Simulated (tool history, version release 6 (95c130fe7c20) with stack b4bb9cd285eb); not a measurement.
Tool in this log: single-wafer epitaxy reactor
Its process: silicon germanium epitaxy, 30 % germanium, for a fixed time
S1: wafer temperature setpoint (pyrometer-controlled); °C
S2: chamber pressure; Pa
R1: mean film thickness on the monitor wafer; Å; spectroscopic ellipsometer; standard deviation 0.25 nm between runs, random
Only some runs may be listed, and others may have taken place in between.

{"run": 1, "hour": 0.0, "S1": 575, "S2": 3053, "R1": 408.96}
{"run": 2, "hour": 3.8, "S1": 582, "S2": 3053, "R1": 459.34}
{"run": 3, "hour": 8.1, "S1": 585, "S2": 3053, "R1": 480.12}
{"run": 4, "hour": 16.0, "S1": 587, "S2": 3053, "R1": 500.1}
{"run": 5, "hour": 18.7, "S1": 588, "S2": 3053, "R1": 504.84}
{"run": 6, "hour": 19.6, "S1": 583, "S2": 3053, "R1": 466.52}
{"run": 7, "hour": 20.2, "S1": 586, "S2": 3053, "R1": 488.77}

Estimate the outcome of run 8 from the log above:
{"run": 8, "hour": 28.2, "S1": 588, "S2": 3053, "R1": "?"}

{"run 8": {"R1": 505.85}}
